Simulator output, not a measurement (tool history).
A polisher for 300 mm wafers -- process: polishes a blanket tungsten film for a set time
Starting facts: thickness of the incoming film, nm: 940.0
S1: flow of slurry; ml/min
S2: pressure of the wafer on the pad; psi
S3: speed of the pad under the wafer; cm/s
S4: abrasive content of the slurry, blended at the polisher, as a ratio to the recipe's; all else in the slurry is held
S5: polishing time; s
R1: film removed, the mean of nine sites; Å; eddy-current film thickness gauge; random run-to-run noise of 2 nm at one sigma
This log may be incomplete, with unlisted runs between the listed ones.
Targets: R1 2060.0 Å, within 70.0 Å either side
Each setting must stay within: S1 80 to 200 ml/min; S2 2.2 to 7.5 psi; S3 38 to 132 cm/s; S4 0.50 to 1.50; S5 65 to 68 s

run,day,S1,S2,S3,S4,S5,R1
1,0.000,130,4.8,84,1.00,65,3556.0
2,0.338,130,4.5,84,1.00,65,3324.7
3,0.492,130,4.2,84,1.00,65,3090.4
4,0.717,130,5.2,84,1.00,65,3821.1
5,1.012,130,4.8,84,1.00,65,3535.6
6,1.133,110,4.8,84,1.00,65,3401.7
7,1.354,95,3.4,82,1.00,65,2358.0
# day 1.617: slurry nozzle cleaned
8,1.617,95,3.3,82,1.00,65,2399.7
9,1.671,95,3.2,82,1.00,65,2298.4
10,2.033,95,3.1,82,1.00,65,2236.8

4 next moves are on the table. One of them brings every result within its allowed miss. Which?
A,2.396,110,3.8,56,1.05,68,?
B,2.396,95,2.7,98,1.20,68,?
C,2.396,90,2.6,90,0.95,68,?
D,2.396,80,2.9,102,1.05,68,?

move,R1
A,2413.0
B,2443.0
C,2047.8
D,2493.0
A: moves away from the targets compared with the last run
B: moves away from the targets compared with the last run
C: hits every target within its allowed miss
D: moves away from the targets compared with the last run
Correct choice: C, which meets every target

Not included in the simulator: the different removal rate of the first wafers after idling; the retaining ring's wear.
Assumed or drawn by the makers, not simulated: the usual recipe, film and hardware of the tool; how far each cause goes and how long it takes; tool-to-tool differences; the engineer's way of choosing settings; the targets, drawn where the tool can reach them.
